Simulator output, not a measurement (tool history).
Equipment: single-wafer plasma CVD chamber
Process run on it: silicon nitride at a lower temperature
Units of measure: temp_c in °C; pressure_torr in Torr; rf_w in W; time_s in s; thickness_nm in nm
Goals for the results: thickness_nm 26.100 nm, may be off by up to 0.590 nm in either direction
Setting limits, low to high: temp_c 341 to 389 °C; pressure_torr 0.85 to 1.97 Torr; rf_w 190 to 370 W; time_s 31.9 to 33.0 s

{"run": 1, "hour": 0.0, "temp_c": 365, "pressure_torr": 1.41, "rf_w": 280, "time_s": 31.9, "thickness_nm": 32.674}
{"run": 2, "hour": 4.4, "temp_c": 365, "pressure_torr": 1.34, "rf_w": 270, "time_s": 31.9, "thickness_nm": 30.991}
{"run": 3, "hour": 7.0, "temp_c": 365, "pressure_torr": 1.27, "rf_w": 265, "time_s": 31.9, "thickness_nm": 29.692}
{"run": 4, "hour": 10.7, "temp_c": 374, "pressure_torr": 1.27, "rf_w": 265, "time_s": 31.9, "thickness_nm": 29.796}
{"run": 5, "hour": 13.7, "temp_c": 374, "pressure_torr": 1.21, "rf_w": 265, "time_s": 31.9, "thickness_nm": 28.811}
{"run": 6, "hour": 18.2, "temp_c": 366, "pressure_torr": 1.21, "rf_w": 265, "time_s": 31.9, "thickness_nm": 29.184}
{"run": 7, "hour": 23.9, "temp_c": 366, "pressure_torr": 1.16, "rf_w": 265, "time_s": 31.9, "thickness_nm": 28.74}
{"run": 8, "hour": 27.8, "temp_c": 366, "pressure_torr": 1.12, "rf_w": 265, "time_s": 31.9, "thickness_nm": 28.219}
{"run": 9, "hour": 30.2, "temp_c": 366, "pressure_torr": 1.09, "rf_w": 265, "time_s": 31.9, "thickness_nm": 27.916}
{"run": 10, "hour": 34.5, "temp_c": 366, "pressure_torr": 1.06, "rf_w": 265, "time_s": 31.9, "thickness_nm": 27.487}
{"run": 11, "hour": 38.0, "temp_c": 366, "pressure_torr": 1.04, "rf_w": 265, "time_s": 31.9, "thickness_nm": 27.191}
{"run": 12, "hour": 43.2, "temp_c": 366, "pressure_torr": 1.02, "rf_w": 265, "time_s": 31.9, "thickness_nm": 26.767}

Which one of the following 4 next-run settings gets every result inside its allowed miss? There is exactly one.
{"run": "A", "hour": 48.4, "temp_c": 368, "pressure_torr": 1.03, "rf_w": 265, "time_s": 32.3, "thickness_nm": "?"}
{"run": "B", "hour": 48.4, "temp_c": 365, "pressure_torr": 0.96, "rf_w": 275, "time_s": 33.0, "thickness_nm": "?"}
{"run": "C", "hour": 48.4, "temp_c": 355, "pressure_torr": 0.9, "rf_w": 270, "time_s": 32.8, "thickness_nm": "?"}
{"run": "D", "hour": 48.4, "temp_c": 367, "pressure_torr": 0.86, "rf_w": 305, "time_s": 32.2, "thickness_nm": "?"}

move=A thickness_nm=27.247
move=B thickness_nm=27.657
move=C thickness_nm=26.063
move=D thickness_nm=27.250
A: moves away from the targets compared with the last run
B: moves away from the targets compared with the last run
C: in spec on every target
D: moves away from the targets compared with the last run
The move that meets every target is C.
